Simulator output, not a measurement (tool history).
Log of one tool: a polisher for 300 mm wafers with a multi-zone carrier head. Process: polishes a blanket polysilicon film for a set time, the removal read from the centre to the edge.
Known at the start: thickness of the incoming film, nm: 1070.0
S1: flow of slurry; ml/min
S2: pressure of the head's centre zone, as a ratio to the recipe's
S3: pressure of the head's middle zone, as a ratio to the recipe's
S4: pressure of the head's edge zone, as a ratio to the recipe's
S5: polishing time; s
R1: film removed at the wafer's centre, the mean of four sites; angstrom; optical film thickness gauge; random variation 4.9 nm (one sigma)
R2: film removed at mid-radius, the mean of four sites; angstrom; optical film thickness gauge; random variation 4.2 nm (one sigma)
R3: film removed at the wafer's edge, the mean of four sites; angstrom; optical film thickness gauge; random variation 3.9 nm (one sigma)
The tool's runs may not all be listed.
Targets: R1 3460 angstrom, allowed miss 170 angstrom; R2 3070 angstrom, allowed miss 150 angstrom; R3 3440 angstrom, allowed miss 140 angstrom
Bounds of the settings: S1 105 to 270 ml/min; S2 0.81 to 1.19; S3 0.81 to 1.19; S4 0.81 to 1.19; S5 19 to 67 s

run,hour,S1,S2,S3,S4,S5,R1,R2,R3
1,0,175,1,1,1,43,3879.8,3892,3909.5
2,4.4,175,1,0.93,1,43,3766,3691.2,3905.2
3,13.2,170,1.01,0.91,0.99,42,3717.7,3532.1,3758
4,14.3,165,1.01,0.89,0.98,42,3642.6,3470.6,3840.5
5,15.9,185,1.01,0.89,0.98,42,3835.4,3476.5,3774.5
6,23.6,185,1.01,0.88,0.97,41,3761.2,3381.8,3714.5
7,24.2,185,1.01,0.87,0.96,40,3648.3,3347.9,3585.3
8,29.5,185,1.01,0.86,0.96,40,3656.1,3332,3572.7
9,33,180,1.01,0.85,0.96,40,3655.7,3273.3,3631.6

Which of these 5 next moves meets every target?
A,36.5,215,1.04,1,0.91,39,?,?,?
B,36.5,160,1.07,0.81,1.02,36,?,?,?
C,36.5,235,1.06,0.99,0.89,37,?,?,?
D,36.5,145,1.01,0.83,0.94,40,?,?,?
E,36.5,195,0.96,0.91,0.92,40,?,?,?

move,R1,R2,R3
A,3735.2,3613.7,3534.9
B,3344,2738.7,3326
C,3657.2,3445,3350.5
D,3435.4,3030.5,3499.8
E,3491.3,3417.4,3607.6
A: brings the result that was furthest off to its target, and leaves another outside
B: brings the result that was furthest off to its target, and leaves another outside
C: brings the result that was furthest off to its target, and leaves another outside
D: meets every target
E: further off than the last run
Answer: D

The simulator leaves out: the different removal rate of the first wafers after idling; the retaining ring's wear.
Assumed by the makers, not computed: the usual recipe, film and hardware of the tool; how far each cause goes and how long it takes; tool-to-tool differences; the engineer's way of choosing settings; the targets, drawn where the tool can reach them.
